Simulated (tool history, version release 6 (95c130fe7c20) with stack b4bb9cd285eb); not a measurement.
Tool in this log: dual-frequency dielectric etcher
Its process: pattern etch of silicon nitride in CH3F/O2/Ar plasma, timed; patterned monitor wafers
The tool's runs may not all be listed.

run  hour  source power (W)  bias power (W)  etch time (s)  mean etch depth across the wafer (angstrom)
  1     0               360              51           62.5                                       369.64
  2   3.3               360              51             65                                       384.75
  3   5.8               380              51             65                                       398.64
  4   7.6               380              51             65                                       394.93
  5  13.5               340              45           64.5                                       360.53
  6  21.9               290              45           64.5                                       332.43

What does the tool deliver on the next run?
  7  22.8               270              44           64.5                                            ?

Run 7 gave mean etch depth across the wafer (angstrom) 313.94.

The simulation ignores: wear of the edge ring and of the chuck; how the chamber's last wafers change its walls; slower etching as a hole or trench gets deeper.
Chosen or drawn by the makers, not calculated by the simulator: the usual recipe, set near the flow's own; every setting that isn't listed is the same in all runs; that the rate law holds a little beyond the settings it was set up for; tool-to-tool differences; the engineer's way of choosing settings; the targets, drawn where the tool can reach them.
